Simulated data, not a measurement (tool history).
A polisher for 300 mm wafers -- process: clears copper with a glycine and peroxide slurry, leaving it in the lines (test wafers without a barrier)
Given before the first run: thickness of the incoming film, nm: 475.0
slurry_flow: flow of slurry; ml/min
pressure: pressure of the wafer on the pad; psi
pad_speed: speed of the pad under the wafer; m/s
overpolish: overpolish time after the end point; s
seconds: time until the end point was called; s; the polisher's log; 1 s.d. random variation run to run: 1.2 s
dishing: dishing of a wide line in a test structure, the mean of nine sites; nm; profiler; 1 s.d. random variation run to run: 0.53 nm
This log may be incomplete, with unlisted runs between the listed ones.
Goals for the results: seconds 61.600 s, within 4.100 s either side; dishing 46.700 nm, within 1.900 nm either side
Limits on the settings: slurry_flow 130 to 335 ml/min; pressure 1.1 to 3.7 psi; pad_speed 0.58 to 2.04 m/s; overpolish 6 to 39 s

run  hour  slurry_flow  pressure  pad_speed  overpolish  seconds  dishing
  1   0.0          215       2.4       1.30          20   90.089   38.900
  2   5.2          215       2.6       1.32          20   83.317   40.803
  3   7.8          215       2.7       1.34          20   80.407   41.111
  4   8.5          215       2.8       1.36          20   77.264   41.772
  5  16.7          215       2.8       1.36          15   76.014   36.718
  6  20.2          215       2.8       1.66          15   65.381   39.582
  7  22.8          215       2.8       1.66          16   66.015   40.479
  8  29.9          215       2.8       1.66          17   62.776   41.712
  9  38.6          215       2.8       1.66          18   63.818   41.458
 10  41.9          215       2.8       1.66          19   65.801   42.657
 11  49.3          215       2.8       1.66          20   61.771   43.110
 12  55.7          215       2.8       1.66          21   66.579   43.799

Exactly one of the 4 candidate moves below puts every result within its allowed miss. Which one?
  A  62.1          185       2.9       2.04          23        ?        ?
  B  62.1          215       2.6       1.52          21        ?        ?
  C  62.1          200       2.8       1.78          26        ?        ?
  D  62.1          135       3.5       1.74          24        ?        ?

move  seconds  dishing
   A   53.423   45.375
   B   75.234   41.811
   C   61.797   45.583
   D   54.200   46.335
A: puts the biggest miss on target and leaves a different result outside tolerance
B: misses by more than the last run did
C: in spec on every target
D: puts the biggest miss on target and leaves a different result outside tolerance
The move that meets every target is C.
